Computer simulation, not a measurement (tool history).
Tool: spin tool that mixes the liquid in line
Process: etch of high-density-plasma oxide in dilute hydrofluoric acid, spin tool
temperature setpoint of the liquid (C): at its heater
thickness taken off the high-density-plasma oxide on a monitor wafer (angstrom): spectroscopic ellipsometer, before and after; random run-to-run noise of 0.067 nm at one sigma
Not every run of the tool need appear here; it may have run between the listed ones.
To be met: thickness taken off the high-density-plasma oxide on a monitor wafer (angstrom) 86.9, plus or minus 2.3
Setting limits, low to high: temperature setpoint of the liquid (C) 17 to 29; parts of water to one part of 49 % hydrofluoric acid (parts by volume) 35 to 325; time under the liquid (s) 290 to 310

run,hour,temperature setpoint of the liquid (C),parts of water to one part of 49 % hydrofluoric acid (parts by volume),time under the liquid (s),thickness taken off the high-density-plasma oxide on a monitor wafer (angstrom)
1,0,21,180,290,71.705
2,0.8,21,245,290,50.705
3,7.8,21,245,310,53.436
4,8.6,21,245,290,50.253
5,15.4,21,265,290,44.95
6,24,21,200,290,64.403
7,25.1,22.5,200,290,68.455
8,26.4,23.5,200,290,71.836
9,33,27.5,200,290,82.105
10,39.5,28,200,290,83.663

Which one of the following 4 next-run settings gets every result inside its allowed miss? There is exactly one.
A,46,29,220,295,?
B,46,25.5,200,305,?
C,46,29,220,310,?
D,46,29,200,295,?

move,thickness taken off the high-density-plasma oxide on a monitor wafer (angstrom)
A,76.759
B,78.908
C,80.662
D,86.463
A: further off than the last run
B: further off than the last run
C: further off than the last run
D: every result within its allowed miss
Answer: D
